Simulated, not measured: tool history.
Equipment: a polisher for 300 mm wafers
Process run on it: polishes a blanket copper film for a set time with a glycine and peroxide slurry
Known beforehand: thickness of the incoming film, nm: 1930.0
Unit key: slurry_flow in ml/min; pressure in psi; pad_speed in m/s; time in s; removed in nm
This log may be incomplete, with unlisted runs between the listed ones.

run  hour  slurry_flow  pressure  pad_speed  time  removed
  1   0.0          265       3.3       1.18    55   426.97
  2   6.5          200       3.3       1.18    55   416.34
  3  12.9          200       4.1       1.18    55   504.51
  4  15.0          175       4.1       1.18    55   500.65
  5  20.7          175       3.8       1.18    55   467.03
  6  26.0          175       3.8       1.18    49   410.10
  7  27.0          175       3.7       1.18    49   403.85
  8  27.9          175       2.9       1.16    49   327.96
  9  34.7          180       2.9       1.16    49   328.25

The next listed run, before its measurement:
 10  36.2          185       2.9       1.16    49        ?

removed: 326.23 nm
